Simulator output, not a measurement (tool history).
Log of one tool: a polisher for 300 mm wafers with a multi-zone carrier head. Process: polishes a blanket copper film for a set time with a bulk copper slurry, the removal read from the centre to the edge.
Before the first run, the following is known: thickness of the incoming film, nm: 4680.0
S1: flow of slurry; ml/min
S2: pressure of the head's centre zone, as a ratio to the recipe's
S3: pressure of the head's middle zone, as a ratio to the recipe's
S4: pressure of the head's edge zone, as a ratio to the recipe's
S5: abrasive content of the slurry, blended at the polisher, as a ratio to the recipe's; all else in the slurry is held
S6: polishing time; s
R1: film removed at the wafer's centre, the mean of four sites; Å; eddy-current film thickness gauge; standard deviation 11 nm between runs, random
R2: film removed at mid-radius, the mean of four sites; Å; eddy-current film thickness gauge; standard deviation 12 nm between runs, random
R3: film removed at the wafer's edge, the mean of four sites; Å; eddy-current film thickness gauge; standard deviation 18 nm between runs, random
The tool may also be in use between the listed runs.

run	day	S1	S2	S3	S4	S5	S6	R1	R2	R3
1	0.000	180	1.00	1.00	1.00	1.00	80	10173	10168	9905.8
2	0.117	180	1.00	1.00	1.00	1.00	92	11424	11710	11507.0
3	0.221	175	1.00	0.97	1.02	1.00	92	11542	11237	11398.0
4	0.288	170	0.98	0.95	1.05	1.05	93	11533	10931	11638.0
5	0.617	165	0.96	0.94	1.07	1.10	94	11510	11104	12006.0
6	0.700	165	0.96	0.94	1.03	1.10	94	11652	11293	11737.0
7	1.054	165	0.95	0.93	1.06	1.10	95	11793	11342	12563.0
8	1.392	165	0.95	0.93	1.06	1.10	95	11663	11239	12205.0
9	1.517	165	0.94	0.92	1.08	1.10	95	11583	11171	12406.0
10	1.683	165	0.94	0.91	1.09	1.10	95	11635	10992	12308.0

The next listed run, before its measurement:
11	1.825	165	0.94	0.91	1.09	1.10	95	?	?	?

Run 11 yielded R1 11607 Å, R2 10952 Å, R3 12046.0 Å.

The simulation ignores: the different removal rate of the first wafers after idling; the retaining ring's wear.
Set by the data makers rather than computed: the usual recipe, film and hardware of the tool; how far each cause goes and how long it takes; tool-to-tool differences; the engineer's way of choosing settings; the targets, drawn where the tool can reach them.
